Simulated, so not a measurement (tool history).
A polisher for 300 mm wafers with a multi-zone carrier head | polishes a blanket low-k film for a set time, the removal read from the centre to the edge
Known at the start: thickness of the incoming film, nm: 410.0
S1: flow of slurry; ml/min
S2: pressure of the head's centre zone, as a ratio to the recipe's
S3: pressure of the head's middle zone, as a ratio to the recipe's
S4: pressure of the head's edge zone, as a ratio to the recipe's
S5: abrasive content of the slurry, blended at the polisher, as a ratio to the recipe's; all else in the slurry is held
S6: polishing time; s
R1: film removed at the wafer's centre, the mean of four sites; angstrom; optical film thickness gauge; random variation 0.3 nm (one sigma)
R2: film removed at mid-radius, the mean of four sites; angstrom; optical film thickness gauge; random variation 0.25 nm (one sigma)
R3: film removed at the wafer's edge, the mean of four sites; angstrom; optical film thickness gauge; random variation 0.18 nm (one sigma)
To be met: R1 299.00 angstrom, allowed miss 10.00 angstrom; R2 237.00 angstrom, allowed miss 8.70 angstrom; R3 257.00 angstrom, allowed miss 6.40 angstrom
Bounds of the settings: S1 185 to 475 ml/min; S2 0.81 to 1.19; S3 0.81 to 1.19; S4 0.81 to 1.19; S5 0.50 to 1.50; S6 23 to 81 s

| run | day | S1 | S2 | S3 | S4 | S5 | S6 | R1 | R2 | R3 |
|---|---|---|---|---|---|---|---|---|---|---|
| 1 | 0.000 | 305 | 1.00 | 1.00 | 1.00 | 1.00 | 52 | 174.39 | 181.56 | 181.37 |
| 2 | 0.204 | 305 | 1.00 | 1.00 | 0.97 | 1.00 | 52 | 178.58 | 178.76 | 179.35 |
| 3 | 0.504 | 280 | 1.00 | 1.00 | 0.97 | 1.00 | 52 | 174.04 | 177.84 | 177.90 |
| 4 | 0.683 | 240 | 1.00 | 1.00 | 0.97 | 1.00 | 52 | 168.51 | 174.33 | 177.51 |
| 5 | 0.738 | 260 | 1.03 | 0.99 | 0.99 | 1.10 | 53 | 192.79 | 186.69 | 191.06 |
| 6 | 0.842 | 260 | 1.05 | 0.99 | 1.01 | 1.15 | 53 | 201.40 | 191.59 | 195.20 |
| 7 | 1.046 | 260 | 1.07 | 0.98 | 1.03 | 1.20 | 54 | 212.69 | 195.13 | 207.61 |
| 8 | 1.129 | 275 | 1.09 | 0.98 | 1.05 | 1.25 | 54 | 222.07 | 202.22 | 214.50 |
| 9 | 1.400 | 285 | 1.11 | 0.98 | 1.05 | 1.30 | 54 | 231.25 | 204.00 | 220.51 |
| 10 | 1.767 | 285 | 1.12 | 0.98 | 1.04 | 1.35 | 55 | 237.28 | 212.60 | 221.36 |
| 11 | 1.817 | 280 | 1.13 | 0.97 | 1.04 | 1.40 | 56 | 252.47 | 219.40 | 228.39 |
| 12 | 2.004 | 280 | 1.14 | 0.96 | 1.05 | 1.40 | 57 | 254.56 | 218.06 | 235.63 |
| 13 | 2.162 | 275 | 1.15 | 0.95 | 1.04 | 1.40 | 58 | 263.04 | 219.25 | 237.78 |
| 14 | 2.358 | 275 | 1.16 | 0.95 | 1.04 | 1.40 | 59 | 272.84 | 224.84 | 243.05 |
| 15 | 2.450 | 275 | 1.17 | 0.95 | 1.04 | 1.40 | 59 | 275.92 | 219.76 | 241.14 |

4 next moves are on the table. One of them brings every result within its allowed miss. Which?
| A | 2.542 | 280 | 1.07 | 1.10 | 0.95 | 1.50 | 54 | ? | ? | ? |
| B | 2.542 | 260 | 1.10 | 0.86 | 1.19 | 1.25 | 66 | ? | ? | ? |
| C | 2.542 | 250 | 1.13 | 0.95 | 1.03 | 1.35 | 64 | ? | ? | ? |
| D | 2.542 | 350 | 1.19 | 0.95 | 1.04 | 1.50 | 60 | ? | ? | ? |

| move | R1 | R2 | R3 |
|---|---|---|---|
| A | 237.55 | 239.55 | 220.36 |
| B | 274.04 | 221.80 | 278.70 |
| C | 280.69 | 238.88 | 258.21 |
| D | 300.89 | 242.04 | 260.72 |
A: further off than the last run
B: takes the result that was furthest off past its target
C: brings the result that was furthest off to its target, and leaves another outside
D: meets every target
Move D is the one to make.
